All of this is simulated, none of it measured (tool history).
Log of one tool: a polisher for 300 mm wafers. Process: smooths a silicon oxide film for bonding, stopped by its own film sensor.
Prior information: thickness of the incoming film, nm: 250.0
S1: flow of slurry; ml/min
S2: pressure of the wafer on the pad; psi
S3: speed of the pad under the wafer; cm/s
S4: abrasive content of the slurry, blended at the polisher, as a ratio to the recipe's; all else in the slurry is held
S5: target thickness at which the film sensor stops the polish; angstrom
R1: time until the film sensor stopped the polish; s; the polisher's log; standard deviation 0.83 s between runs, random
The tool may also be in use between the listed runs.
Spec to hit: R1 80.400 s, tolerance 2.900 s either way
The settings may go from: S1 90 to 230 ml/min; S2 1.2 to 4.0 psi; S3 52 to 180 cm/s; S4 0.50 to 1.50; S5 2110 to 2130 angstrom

{"run": 1, "hour": 0.0, "S1": 150, "S2": 2.6, "S3": 116, "S4": 1.0, "S5": 2130, "R1": 33.664}
{"run": 2, "hour": 3.6, "S1": 145, "S2": 2.1, "S3": 102, "S4": 1.0, "S5": 2130, "R1": 46.288}
{"run": 3, "hour": 9.0, "S1": 140, "S2": 1.8, "S3": 94, "S4": 1.0, "S5": 2130, "R1": 57.369}
{"run": 4, "hour": 15.4, "S1": 135, "S2": 1.6, "S3": 92, "S4": 1.0, "S5": 2130, "R1": 66.372}
{"run": 5, "hour": 21.3, "S1": 135, "S2": 2.2, "S3": 92, "S4": 1.0, "S5": 2130, "R1": 49.315}
{"run": 6, "hour": 25.7, "S1": 135, "S2": 2.2, "S3": 92, "S4": 1.2, "S5": 2130, "R1": 45.916}
{"run": 7, "hour": 34.7, "S1": 125, "S2": 1.9, "S3": 90, "S4": 1.2, "S5": 2130, "R1": 54.496}
{"run": 8, "hour": 41.0, "S1": 120, "S2": 1.7, "S3": 88, "S4": 1.2, "S5": 2130, "R1": 62.982}

Which of these 5 next moves meets every target?
{"run": "A", "hour": 47.3, "S1": 100, "S2": 1.8, "S3": 80, "S4": 1.2, "S5": 2120, "R1": "?"}
{"run": "B", "hour": 47.3, "S1": 120, "S2": 1.4, "S3": 92, "S4": 1.05, "S5": 2110, "R1": "?"}
{"run": "C", "hour": 47.3, "S1": 115, "S2": 1.3, "S3": 90, "S4": 1.1, "S5": 2110, "R1": "?"}
{"run": "D", "hour": 47.3, "S1": 120, "S2": 1.8, "S3": 112, "S4": 1.35, "S5": 2130, "R1": "?"}
{"run": "E", "hour": 47.3, "S1": 120, "S2": 1.7, "S3": 78, "S4": 1.2, "S5": 2110, "R1": "?"}

move=A R1=68.702
move=B R1=79.804
move=C R1=86.697
move=D R1=47.161
move=E R1=72.673
A: moves toward the targets from the last run without getting all of them in spec
B: meets every target
C: moves the result that the last run missed by most past its target, out the other side
D: further off than the last run
E: moves toward the targets from the last run without getting all of them in spec
So the answer is move B, the one that meets all the targets.
